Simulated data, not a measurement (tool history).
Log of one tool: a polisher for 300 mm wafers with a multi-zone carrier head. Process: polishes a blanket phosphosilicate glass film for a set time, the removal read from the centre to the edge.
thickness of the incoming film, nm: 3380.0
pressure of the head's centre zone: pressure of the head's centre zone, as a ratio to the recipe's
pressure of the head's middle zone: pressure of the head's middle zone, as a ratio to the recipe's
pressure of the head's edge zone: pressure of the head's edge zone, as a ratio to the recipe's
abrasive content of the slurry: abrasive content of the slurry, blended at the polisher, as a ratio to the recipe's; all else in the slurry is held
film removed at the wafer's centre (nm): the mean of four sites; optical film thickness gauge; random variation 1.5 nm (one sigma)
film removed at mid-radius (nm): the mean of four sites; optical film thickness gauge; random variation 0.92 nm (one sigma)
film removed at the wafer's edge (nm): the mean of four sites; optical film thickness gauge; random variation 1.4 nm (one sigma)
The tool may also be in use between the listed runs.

run	hour	flow of slurry (ml/min)	pressure of the head's centre zone	pressure of the head's middle zone	pressure of the head's edge zone	abrasive content of the slurry	polishing time (s)	film removed at the wafer's centre (nm)	film removed at mid-radius (nm)	film removed at the wafer's edge (nm)
1	0	140	1	1	1	1	31	203.64	208.39	207.93
2	6	140	1	1	1	1	27	178.71	179.79	178.66
3	14.5	140	1	1	1	1.2	27	197.6	201.43	196.86
4	15.7	140	1	1	1	1.05	27	180.65	185.82	184.61
5	24.4	155	1	1	1	1.05	27	184.31	190.05	190.95
6	29.8	135	1.01	0.99	0.95	0.95	27	173.91	172.6	169.45

Forecast run 7:
7	31.9	120	1.02	0.99	0.91	0.9	27	?	?	?

{"run 7": {"film removed at the wafer's centre (nm)": 161.96, "film removed at mid-radius (nm)": 161.88, "film removed at the wafer's edge (nm)": 154.45}}
